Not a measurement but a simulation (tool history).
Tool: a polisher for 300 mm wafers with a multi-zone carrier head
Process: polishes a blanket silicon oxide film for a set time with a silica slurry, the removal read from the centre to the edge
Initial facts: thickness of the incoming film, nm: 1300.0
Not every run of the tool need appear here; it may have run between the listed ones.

| run | hour | flow of slurry (ml/min) | pressure of the head's centre zone | pressure of the head's middle zone | pressure of the head's edge zone | abrasive content of the slurry | polishing time (s) | film removed at the wafer's centre (nm) | film removed at mid-radius (nm) | film removed at the wafer's edge (nm) |
|---|---|---|---|---|---|---|---|---|---|---|
| 1 | 0 | 305 | 1 | 1 | 1 | 1 | 39 | 193.31 | 193.42 | 187.94 |
| 2 | 1.5 | 315 | 1.01 | 1.05 | 1.04 | 1.1 | 39 | 207.17 | 209.6 | 204.29 |
| 3 | 5.7 | 325 | 1.01 | 1.09 | 1.05 | 1.15 | 39 | 212.78 | 217.85 | 208.77 |
| 4 | 9.6 | 325 | 1.01 | 1.14 | 1.05 | 1.15 | 39 | 210.78 | 231.5 | 209.27 |
| 5 | 15.7 | 325 | 1.01 | 1.14 | 1.05 | 1 | 39 | 198.49 | 214.37 | 196.19 |
| 6 | 18.2 | 325 | 1.01 | 1.09 | 1.05 | 1 | 39 | 197.47 | 205.35 | 192.45 |
| 7 | 24.1 | 325 | 1.01 | 1.11 | 1.05 | 1.1 | 39 | 207.08 | 217.21 | 204.57 |

Expected results for the next run?
| 8 | 25.8 | 320 | 1 | 1.13 | 1.05 | 1.2 | 39 | ? | ? | ? |

film removed at the wafer's centre (nm): 212.99
film removed at mid-radius (nm): 231.37
film removed at the wafer's edge (nm): 215.3
